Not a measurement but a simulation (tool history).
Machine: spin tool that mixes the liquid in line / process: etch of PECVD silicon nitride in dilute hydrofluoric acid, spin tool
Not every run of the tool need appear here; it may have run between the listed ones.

run	hour	temperature setpoint of the liquid (K)	parts of water to one part of 49 % hydrofluoric acid (parts by volume)	time under the liquid (s)	thickness taken off the PECVD silicon nitride on a monitor wafer (nm)
1	0.0	293.15	115	275	8.0073
2	6.6	295.15	110	275	9.3624
3	7.2	295.15	130	275	7.9746
4	9.4	295.15	175	275	6.0542
5	10.5	295.15	155	275	6.7548
6	16.6	295.15	155	300	7.3565
7	21.7	296.65	140	300	8.7831
8	24.6	297.65	125	300	10.8680
9	27.5	298.65	120	300	11.7610
10	31.1	301.15	105	300	15.8780
11	32.3	301.15	105	300	15.9860

Run 12 comes next. What will it give?
12	35.1	300.65	105	300	?

thickness taken off the PECVD silicon nitride on a monitor wafer (nm): 15.4310
